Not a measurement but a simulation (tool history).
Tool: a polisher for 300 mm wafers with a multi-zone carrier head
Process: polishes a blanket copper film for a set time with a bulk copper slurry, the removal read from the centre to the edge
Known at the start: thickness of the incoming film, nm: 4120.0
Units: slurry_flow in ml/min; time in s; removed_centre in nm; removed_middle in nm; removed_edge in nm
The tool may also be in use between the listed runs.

run,hour,slurry_flow,centre_zone,middle_zone,edge_zone,slurry_solids,time,removed_centre,removed_middle,removed_edge
1,0.0,170,1.00,1.00,1.00,1.00,31,378.38,387.24,391.03
2,5.9,170,0.92,1.00,1.00,1.00,31,352.13,383.48,390.29
3,11.3,170,0.92,0.95,1.00,1.00,31,355.50,372.81,384.95
4,17.7,140,0.92,0.95,1.00,1.00,31,343.63,364.02,366.57
5,18.3,140,0.92,1.00,1.00,1.00,31,337.28,377.78,374.51
6,24.8,140,0.94,1.05,0.98,1.10,34,385.91,439.59,416.53
7,30.0,145,0.94,1.09,0.98,1.20,37,431.57,499.74,462.27
8,35.5,145,0.94,1.09,0.98,1.20,37,441.62,502.91,467.55

Forecast run 9:
9,44.2,150,0.92,1.12,0.98,1.25,39,?,?,?

Run 9 gave removed_centre 464.44 nm, removed_middle 560.43 nm, removed_edge 499.58 nm.
